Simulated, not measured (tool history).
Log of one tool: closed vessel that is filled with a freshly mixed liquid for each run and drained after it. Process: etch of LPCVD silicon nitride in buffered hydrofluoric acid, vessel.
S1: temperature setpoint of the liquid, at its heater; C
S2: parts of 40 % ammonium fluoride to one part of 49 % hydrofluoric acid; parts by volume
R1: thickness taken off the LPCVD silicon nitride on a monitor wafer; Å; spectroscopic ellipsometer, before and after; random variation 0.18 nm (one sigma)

run 1 hour=0 | S1=24 S2=22 time_in_the_liquid_(s)=2710 | R1=196.86
run 2 hour=3.5 | S1=22 S2=22 time_in_the_liquid_(s)=2710 | R1=174.13
run 3 hour=9.2 | S1=25 S2=22 time_in_the_liquid_(s)=2710 | R1=205.51
run 4 hour=14.1 | S1=23.5 S2=22 time_in_the_liquid_(s)=2710 | R1=192.68
run 5 hour=20.9 | S1=23.5 S2=27 time_in_the_liquid_(s)=2710 | R1=163.25
run 6 hour=26 | S1=23.5 S2=30 time_in_the_liquid_(s)=2710 | R1=154.31
run 7 hour=32.6 | S1=24 S2=30 time_in_the_liquid_(s)=2710 | R1=158.54
run 8 hour=36.5 | S1=24.5 S2=30 time_in_the_liquid_(s)=2710 | R1=163.72
run 9 hour=38.6 | S1=25 S2=30 time_in_the_liquid_(s)=2710 | R1=164.59
run 10 hour=40.9 | S1=25.5 S2=30 time_in_the_liquid_(s)=2710 | R1=174.13
run 11 hour=46.4 | S1=26 S2=30 time_in_the_liquid_(s)=2710 | R1=175.64
run 12 hour=47.3 | S1=26.5 S2=30 time_in_the_liquid_(s)=2710 | R1=179.3
run 13 hour=55.1 | S1=27 S2=30 time_in_the_liquid_(s)=2710 | R1=187.07
run 14 hour=60.3 | S1=27.5 S2=30 time_in_the_liquid_(s)=2710 | R1=190.39

Run 15 comes next. What will it give?
run 15 hour=65 | S1=31 S2=29.5 time_in_the_liquid_(s)=2710 | R1=?

Run 15 gave R1 232.94 Å.
